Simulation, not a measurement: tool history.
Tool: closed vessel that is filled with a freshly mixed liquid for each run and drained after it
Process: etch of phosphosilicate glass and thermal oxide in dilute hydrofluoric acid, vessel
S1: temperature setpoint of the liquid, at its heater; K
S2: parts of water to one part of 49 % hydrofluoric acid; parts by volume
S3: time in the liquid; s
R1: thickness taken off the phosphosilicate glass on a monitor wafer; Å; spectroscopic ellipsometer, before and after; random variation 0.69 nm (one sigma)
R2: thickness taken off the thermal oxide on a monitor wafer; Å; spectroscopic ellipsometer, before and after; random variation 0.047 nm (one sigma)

run 1 hour=0 | S1=293.15 S2=170 S3=80 | R1=454.44 R2=18.376
run 2 hour=7.8 | S1=293.15 S2=215 S3=80 | R1=343.95 R2=13.676
run 3 hour=10.7 | S1=295.15 S2=195 S3=80 | R1=407.34 R2=16.663
run 4 hour=14 | S1=295.15 S2=175 S3=80 | R1=478.87 R2=18.849
run 5 hour=17.6 | S1=295.15 S2=145 S3=80 | R1=582.86 R2=23.359
run 6 hour=25.3 | S1=295.15 S2=100 S3=80 | R1=906.05 R2=36.882

Forecast run 7:
run 7 hour=32 | S1=294.15 S2=105 S3=80 | R1=? R2=?

Run 7 gave R1 822.55 Å, R2 33.7 Å.
